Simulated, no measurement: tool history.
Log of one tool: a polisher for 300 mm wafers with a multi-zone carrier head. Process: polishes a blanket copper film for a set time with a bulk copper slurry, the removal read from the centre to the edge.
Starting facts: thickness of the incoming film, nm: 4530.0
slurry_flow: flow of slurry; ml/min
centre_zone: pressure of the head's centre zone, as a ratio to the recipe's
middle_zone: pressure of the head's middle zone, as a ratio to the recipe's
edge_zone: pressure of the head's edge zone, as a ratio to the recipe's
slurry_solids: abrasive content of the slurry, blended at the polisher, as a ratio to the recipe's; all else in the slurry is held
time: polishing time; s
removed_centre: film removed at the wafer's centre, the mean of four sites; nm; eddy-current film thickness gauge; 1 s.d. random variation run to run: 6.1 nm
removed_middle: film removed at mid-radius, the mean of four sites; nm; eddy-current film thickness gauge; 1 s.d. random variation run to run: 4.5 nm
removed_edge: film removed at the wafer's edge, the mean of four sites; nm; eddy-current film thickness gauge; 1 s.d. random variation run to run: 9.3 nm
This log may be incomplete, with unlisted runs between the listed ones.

| run | day | slurry_flow | centre_zone | middle_zone | edge_zone | slurry_solids | time | removed_centre | removed_middle | removed_edge |
|---|---|---|---|---|---|---|---|---|---|---|
| 1 | 0.000 | 260 | 1.00 | 1.00 | 1.00 | 1.00 | 61 | 521.34 | 517.04 | 514.79 |
| 2 | 0.092 | 320 | 1.00 | 1.00 | 1.00 | 1.00 | 61 | 528.52 | 519.31 | 540.27 |
| 3 | 0.250 | 325 | 1.00 | 1.02 | 1.01 | 1.05 | 62 | 539.35 | 553.20 | 543.69 |
| 4 | 0.592 | 325 | 1.00 | 1.02 | 1.01 | 0.90 | 62 | 523.34 | 529.18 | 535.54 |
| 5 | 0.733 | 325 | 1.00 | 1.07 | 1.01 | 0.90 | 62 | 524.46 | 550.33 | 522.41 |
| 6 | 0.921 | 330 | 1.00 | 1.07 | 1.03 | 0.95 | 63 | 541.60 | 568.35 | 538.78 |
| 7 | 1.267 | 335 | 0.99 | 1.06 | 1.04 | 1.00 | 64 | 551.92 | 583.51 | 573.81 |
| 8 | 1.325 | 340 | 0.99 | 1.07 | 1.05 | 1.05 | 64 | 553.55 | 587.26 | 579.54 |
| 9 | 1.683 | 345 | 0.99 | 1.08 | 1.06 | 1.10 | 64 | 562.44 | 608.43 | 580.34 |
| 10 | 1.717 | 345 | 0.99 | 1.08 | 1.06 | 1.10 | 64 | 566.10 | 602.06 | 596.56 |
| 11 | 2.017 | 360 | 1.00 | 1.17 | 1.16 | 1.35 | 66 | 631.77 | 708.92 | 649.69 |

Run 12, settings as shown, results not yet in. Your forecast:
| 12 | 2.183 | 360 | 0.99 | 1.16 | 1.16 | 1.35 | 66 | ? | ? | ? |

{"run 12": {"removed_centre": 610.41, "removed_middle": 701.99, "removed_edge": 668.93}}
